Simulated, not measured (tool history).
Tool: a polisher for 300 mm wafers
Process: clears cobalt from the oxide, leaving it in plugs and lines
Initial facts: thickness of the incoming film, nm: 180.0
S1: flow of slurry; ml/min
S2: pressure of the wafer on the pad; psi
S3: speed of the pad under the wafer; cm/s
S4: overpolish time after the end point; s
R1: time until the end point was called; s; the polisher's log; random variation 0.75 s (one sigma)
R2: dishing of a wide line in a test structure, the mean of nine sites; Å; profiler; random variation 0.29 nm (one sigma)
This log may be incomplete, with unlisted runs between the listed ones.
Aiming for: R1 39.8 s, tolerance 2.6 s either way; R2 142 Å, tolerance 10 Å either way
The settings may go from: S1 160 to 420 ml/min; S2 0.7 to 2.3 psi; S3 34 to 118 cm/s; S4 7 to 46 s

run    day   S1   S2  S3  S4      R1      R2
  1      0  270  1.5  76  24  59.825  179.57
  2  0.158  265  1.6  76  21  57.025  179.67
  3  0.454  265  1.6  68  21   63.88  170.63
  4    0.5  295  1.7  68  18  61.948   168.1
  5  0.717  320  1.8  70  16  54.185  169.43
  6  1.012  275  1.8  70  16  57.633  168.23
  7  1.329  300  1.9  70  14  54.052  162.97
  8  1.392  300  1.9  70  14  53.071  164.14
  9  1.688  280  2.3  74   7  46.117  140.14
 10  1.821  280  2.3  76   7   44.15  134.27
 11  2.038  285  2.3  76   8  45.014  143.47

Pick the move, out of 4, that brings all results within their allowed miss; only one does.
  A  2.254  325  2.2  70  12   ?   ?
  B  2.254  300  2.1  80  12   ?   ?
  C  2.254  205  2.3  88   7   ?   ?
  D  2.254  355  1.7  86  12   ?   ?

move      R1      R2
   A  49.611  161.18
   B  45.413  165.24
   C   40.31  141.51
   D  48.483   162.3
A: moves away from the targets compared with the last run
B: moves away from the targets compared with the last run
C: all results land within tolerance of their targets
D: moves away from the targets compared with the last run
Answer: C

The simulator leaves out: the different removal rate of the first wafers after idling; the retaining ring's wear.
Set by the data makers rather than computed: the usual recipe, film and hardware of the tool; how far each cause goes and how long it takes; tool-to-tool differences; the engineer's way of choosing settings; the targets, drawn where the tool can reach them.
